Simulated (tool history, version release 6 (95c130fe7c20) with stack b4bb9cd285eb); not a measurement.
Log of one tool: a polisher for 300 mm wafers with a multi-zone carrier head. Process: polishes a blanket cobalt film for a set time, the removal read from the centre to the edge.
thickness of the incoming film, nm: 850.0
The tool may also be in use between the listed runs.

run,day,flow of slurry (ml/min),pressure of the head's centre zone,pressure of the head's middle zone,pressure of the head's edge zone,polishing time (s),film removed at the wafer's centre (angstrom),film removed at mid-radius (angstrom),film removed at the wafer's edge (angstrom)
1,0.000,195,1.00,1.00,1.00,43,3275.2,3250.2,3551.8
2,0.050,185,0.98,0.96,0.97,42,3088.9,3082.2,3297.5
3,0.304,175,0.97,0.92,0.98,41,2979.7,2886.9,3206.4
4,0.608,175,1.04,0.92,0.98,41,3202.9,2885.2,3308.7
5,0.908,175,1.04,0.85,0.98,41,3197.7,2703.6,3226.9
# day 1.079: edge zone pressure recalibrated
6,1.079,175,1.00,0.85,0.98,41,3080.4,2689.9,3167.6
7,1.279,165,0.98,0.84,0.98,41,2990.6,2673.3,3096.6

Forecast run 8:
8,1.625,160,0.96,0.83,0.99,41,?,?,?

film removed at the wafer's centre (angstrom): 2919.9
film removed at mid-radius (angstrom): 2623.3
film removed at the wafer's edge (angstrom): 3140.9
